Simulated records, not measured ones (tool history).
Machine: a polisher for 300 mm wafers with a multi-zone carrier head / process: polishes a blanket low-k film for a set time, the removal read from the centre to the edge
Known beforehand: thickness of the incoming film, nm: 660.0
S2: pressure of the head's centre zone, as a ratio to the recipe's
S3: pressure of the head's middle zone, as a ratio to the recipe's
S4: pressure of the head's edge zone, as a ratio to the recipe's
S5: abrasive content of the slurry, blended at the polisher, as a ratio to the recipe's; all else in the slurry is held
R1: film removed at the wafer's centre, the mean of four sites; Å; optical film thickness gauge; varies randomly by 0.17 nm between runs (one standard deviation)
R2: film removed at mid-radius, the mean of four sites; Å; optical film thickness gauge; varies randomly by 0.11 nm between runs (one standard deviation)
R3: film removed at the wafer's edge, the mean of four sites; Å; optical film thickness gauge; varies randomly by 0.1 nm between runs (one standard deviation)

run 1 hour=0.0 | flow_of_slurry_(ml/min)=265 S2=1.00 S3=1.00 S4=1.00 S5=1.00 polishing_time_(s)=58 | R1=158.20 R2=157.31 R3=159.31
run 2 hour=5.6 | flow_of_slurry_(ml/min)=265 S2=1.00 S3=1.00 S4=1.00 S5=0.80 polishing_time_(s)=58 | R1=144.98 R2=141.69 R3=146.85
run 3 hour=7.1 | flow_of_slurry_(ml/min)=265 S2=1.00 S3=1.00 S4=1.00 S5=0.90 polishing_time_(s)=58 | R1=153.69 R2=150.47 R3=152.22
run 4 hour=9.4 | flow_of_slurry_(ml/min)=260 S2=1.00 S3=0.99 S4=0.99 S5=0.90 polishing_time_(s)=58 | R1=153.51 R2=151.41 R3=152.55
run 5 hour=16.6 | flow_of_slurry_(ml/min)=260 S2=1.00 S3=1.03 S4=0.99 S5=0.90 polishing_time_(s)=58 | R1=152.15 R2=152.30 R3=150.98
run 6 hour=19.2 | flow_of_slurry_(ml/min)=260 S2=1.00 S3=1.03 S4=0.99 S5=0.70 polishing_time_(s)=58 | R1=132.76 R2=138.22 R3=135.08
run 7 hour=26.7 | flow_of_slurry_(ml/min)=270 S2=1.01 S3=1.02 S4=1.00 S5=0.70 polishing_time_(s)=58 | R1=136.96 R2=137.67 R3=136.28
run 8 hour=30.1 | flow_of_slurry_(ml/min)=275 S2=1.02 S3=1.01 S4=1.01 S5=0.70 polishing_time_(s)=58 | R1=140.29 R2=136.22 R3=136.95
run 9 hour=38.3 | flow_of_slurry_(ml/min)=280 S2=1.02 S3=1.00 S4=1.02 S5=0.70 polishing_time_(s)=58 | R1=138.85 R2=136.30 R3=138.48
run 10 hour=42.4 | flow_of_slurry_(ml/min)=280 S2=1.03 S3=0.99 S4=1.03 S5=0.70 polishing_time_(s)=58 | R1=140.47 R2=133.71 R3=138.15
run 11 hour=45.4 | flow_of_slurry_(ml/min)=285 S2=1.04 S3=0.98 S4=1.04 S5=0.70 polishing_time_(s)=58 | R1=145.49 R2=136.29 R3=139.86
run 12 hour=54.3 | flow_of_slurry_(ml/min)=285 S2=1.04 S3=0.97 S4=1.05 S5=0.70 polishing_time_(s)=58 | R1=143.49 R2=133.75 R3=141.12
run 13 hour=60.0 | flow_of_slurry_(ml/min)=290 S2=1.05 S3=0.97 S4=1.05 S5=0.70 polishing_time_(s)=58 | R1=144.05 R2=134.33 R3=139.10

Estimate the outcome of run 14 from the log above:
run 14 hour=64.7 | flow_of_slurry_(ml/min)=300 S2=1.10 S3=0.93 S4=1.11 S5=0.75 polishing_time_(s)=58 | R1=? R2=? R3=?

Run 14 gave R1 154.00 Å, R2 133.79 Å, R3 150.81 Å.
